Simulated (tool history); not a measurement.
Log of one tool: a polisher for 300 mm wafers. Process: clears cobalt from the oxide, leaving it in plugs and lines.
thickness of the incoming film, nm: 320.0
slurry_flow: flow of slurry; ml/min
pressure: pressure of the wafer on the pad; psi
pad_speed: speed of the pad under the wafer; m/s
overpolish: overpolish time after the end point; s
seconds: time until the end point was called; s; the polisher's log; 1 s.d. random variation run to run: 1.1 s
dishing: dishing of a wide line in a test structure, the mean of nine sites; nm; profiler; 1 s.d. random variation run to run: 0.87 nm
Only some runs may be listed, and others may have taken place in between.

run,day,slurry_flow,pressure,pad_speed,overpolish,seconds,dishing
1,0.000,140,2.1,1.02,9,64.442,31.103
2,0.338,140,2.1,1.02,12,64.002,39.034
3,0.400,140,1.8,1.02,12,74.446,34.747
4,0.688,140,2.1,1.02,12,64.202,40.143
5,1.054,140,2.1,1.02,9,64.306,32.421
6,1.392,165,2.1,1.02,9,61.435,34.389
7,1.583,130,1.5,1.00,13,94.152,32.981
8,1.862,135,1.5,1.00,13,92.194,33.042

Run 9 comes next. What will it give?
# day 2.175: slurry nozzle cleaned
9,2.175,160,1.7,1.00,13,?,?

Run 9 gave seconds 68.585 s, dishing 39.774 nm.
